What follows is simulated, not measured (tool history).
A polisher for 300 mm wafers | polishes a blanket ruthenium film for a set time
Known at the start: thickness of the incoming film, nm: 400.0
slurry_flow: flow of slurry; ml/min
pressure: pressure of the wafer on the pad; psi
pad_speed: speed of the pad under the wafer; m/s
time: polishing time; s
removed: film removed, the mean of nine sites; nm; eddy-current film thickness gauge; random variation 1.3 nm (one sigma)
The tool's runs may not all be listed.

{"run": 1, "day": 0.0, "slurry_flow": 150, "pressure": 2.1, "pad_speed": 1.0, "time": 95, "removed": 98.387}
{"run": 2, "day": 0.133, "slurry_flow": 130, "pressure": 2.1, "pad_speed": 1.0, "time": 95, "removed": 94.387}
{"run": 3, "day": 0.371, "slurry_flow": 130, "pressure": 2.1, "pad_speed": 1.0, "time": 99, "removed": 98.264}
{"run": 4, "day": 0.512, "slurry_flow": 145, "pressure": 2.1, "pad_speed": 1.0, "time": 99, "removed": 102.26}
{"run": 5, "day": 0.788, "slurry_flow": 170, "pressure": 2.1, "pad_speed": 1.0, "time": 99, "removed": 104.83}
{"run": 6, "day": 1.1, "slurry_flow": 170, "pressure": 1.8, "pad_speed": 1.0, "time": 99, "removed": 90.018}
{"run": 7, "day": 1.171, "slurry_flow": 175, "pressure": 2.1, "pad_speed": 1.0, "time": 99, "removed": 105.8}

Forecast run 8:
{"run": 8, "day": 1.488, "slurry_flow": 180, "pressure": 2.3, "pad_speed": 1.0, "time": 99, "removed": "?"}

removed: 113.160 nm
